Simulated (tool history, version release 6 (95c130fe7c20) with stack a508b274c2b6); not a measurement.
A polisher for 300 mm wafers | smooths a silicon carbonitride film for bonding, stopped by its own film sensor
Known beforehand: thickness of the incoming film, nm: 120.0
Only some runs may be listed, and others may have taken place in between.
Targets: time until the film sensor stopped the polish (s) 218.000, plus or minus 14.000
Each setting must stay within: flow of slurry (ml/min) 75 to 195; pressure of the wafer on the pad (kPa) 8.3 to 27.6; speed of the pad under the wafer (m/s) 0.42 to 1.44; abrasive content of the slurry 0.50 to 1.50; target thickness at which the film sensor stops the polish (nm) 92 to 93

| run | hour | flow of slurry (ml/min) | pressure of the wafer on the pad (kPa) | speed of the pad under the wafer (m/s) | abrasive content of the slurry | target thickness at which the film sensor stops the polish (nm) | time until the film sensor stopped the polish (s) |
|---|---|---|---|---|---|---|---|
| 1 | 0.0 | 125 | 17.9 | 0.92 | 1.00 | 93 | 95.278 |
| 2 | 7.8 | 125 | 15.9 | 0.86 | 1.00 | 93 | 105.290 |
| 3 | 15.2 | 120 | 14.5 | 0.78 | 0.95 | 93 | 131.240 |
| 4 | 19.2 | 120 | 17.2 | 0.78 | 0.95 | 93 | 107.900 |
| 5 | 23.6 | 120 | 17.2 | 0.78 | 0.80 | 93 | 111.460 |
| 6 | 26.9 | 120 | 20.7 | 0.78 | 0.80 | 93 | 101.120 |
| 7 | 34.2 | 120 | 18.6 | 0.70 | 0.80 | 93 | 118.080 |
| 8 | 40.8 | 120 | 16.5 | 0.66 | 0.80 | 93 | 136.520 |
| 9 | 46.1 | 120 | 15.2 | 0.64 | 0.80 | 93 | 147.190 |
| 10 | 50.0 | 120 | 13.8 | 0.62 | 0.80 | 93 | 171.270 |
| 11 | 54.9 | 120 | 13.1 | 0.62 | 0.80 | 93 | 171.210 |
| 12 | 62.4 | 120 | 12.4 | 0.62 | 0.80 | 93 | 183.070 |
| 13 | 65.9 | 120 | 11.7 | 0.62 | 0.80 | 93 | 191.830 |

Which one of the following 5 next-run settings gets every result inside its allowed miss? There is exactly one.
| A | 69.4 | 110 | 13.1 | 0.56 | 0.90 | 93 | ? |
| B | 69.4 | 115 | 12.4 | 0.58 | 0.80 | 93 | ? |
| C | 69.4 | 160 | 13.8 | 0.62 | 0.90 | 93 | ? |
| D | 69.4 | 75 | 11.0 | 0.70 | 0.80 | 93 | ? |
| E | 69.4 | 145 | 11.0 | 0.44 | 0.75 | 92 | ? |

| move | time until the film sensor stopped the polish (s) |
|---|---|
| A | 182.690 |
| B | 194.660 |
| C | 151.510 |
| D | 223.910 |
| E | 255.170 |
A: moves away from the targets compared with the last run
B: gains on the last run, yet a result remains outside its allowed miss
C: moves away from the targets compared with the last run
D: every result lands within tolerance
E: carries the result that was furthest off beyond its target, to the other side
The move that meets every target is D.
